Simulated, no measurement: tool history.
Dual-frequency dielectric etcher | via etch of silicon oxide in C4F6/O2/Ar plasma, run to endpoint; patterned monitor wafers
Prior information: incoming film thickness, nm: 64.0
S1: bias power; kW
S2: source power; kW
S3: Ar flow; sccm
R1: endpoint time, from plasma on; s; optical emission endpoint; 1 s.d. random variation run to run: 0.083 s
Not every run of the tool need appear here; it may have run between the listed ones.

| run | day | S1 | S2 | S3 | R1 |
|---|---|---|---|---|---|
| 1 | 0 | 0.392 | 0.33 | 330 | 15.525 |
| 2 | 0.038 | 0.382 | 0.33 | 330 | 15.614 |
| 3 | 0.388 | 0.372 | 0.33 | 330 | 16.006 |
| 4 | 0.512 | 0.372 | 0.33 | 388 | 15.953 |
| 5 | 0.588 | 0.372 | 0.33 | 339 | 15.964 |
| 6 | 0.933 | 0.372 | 0.33 | 365 | 16.136 |
| 7 | 0.967 | 0.367 | 0.33 | 365 | 16.072 |
| 8 | 1.104 | 0.361 | 0.33 | 365 | 16.16 |
| 9 | 1.167 | 0.355 | 0.33 | 365 | 16.26 |
| 10 | 1.192 | 0.35 | 0.33 | 365 | 16.361 |

Predict the results of run 11:
| 11 | 1.317 | 0.345 | 0.33 | 365 | ? |

R1: 16.338 s
